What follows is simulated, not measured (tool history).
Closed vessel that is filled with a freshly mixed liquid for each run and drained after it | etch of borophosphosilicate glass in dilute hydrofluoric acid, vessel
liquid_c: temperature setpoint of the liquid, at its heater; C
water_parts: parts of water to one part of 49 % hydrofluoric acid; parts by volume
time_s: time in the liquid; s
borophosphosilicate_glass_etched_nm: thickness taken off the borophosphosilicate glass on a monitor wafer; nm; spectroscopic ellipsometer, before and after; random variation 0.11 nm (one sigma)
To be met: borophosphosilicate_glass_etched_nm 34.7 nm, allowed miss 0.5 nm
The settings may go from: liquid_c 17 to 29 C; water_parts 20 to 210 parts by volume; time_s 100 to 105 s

run    day  liquid_c  water_parts  time_s  borophosphosilicate_glass_etched_nm
  1      0        21          115     100                               28.639
  2  0.188      21.5          115     100                               29.296
  3  0.321      21.5           75     100                               46.553
  4  0.512      21.5           90     100                               38.347
  5  0.658      21.5           90     105                               40.198
  6  0.746      21.5          115     105                                30.74
  7  0.912        22          115     105                               31.447
  8  1.108      22.5          115     105                               32.168
  9  1.479        23          115     105                               32.428
 10  1.583      23.5          115     105                               33.311
 11    1.7        24          115     105                               33.759

Which of these 5 next moves meets every target?
  A  1.817      24.5          115     100                                    ?
  B  1.817        23          110     100                                    ?
  C  1.817        23          115     105                                    ?
  D  1.817      20.5          105     105                                    ?
  E  1.817        27          125     105                                    ?

move  borophosphosilicate_glass_etched_nm
   A                               32.958
   B                               32.646
   C                                32.61
   D                               32.621
   E                               34.683
A: further off than the last run
B: further off than the last run
C: further off than the last run
D: further off than the last run
E: meets every target
The right move is E.

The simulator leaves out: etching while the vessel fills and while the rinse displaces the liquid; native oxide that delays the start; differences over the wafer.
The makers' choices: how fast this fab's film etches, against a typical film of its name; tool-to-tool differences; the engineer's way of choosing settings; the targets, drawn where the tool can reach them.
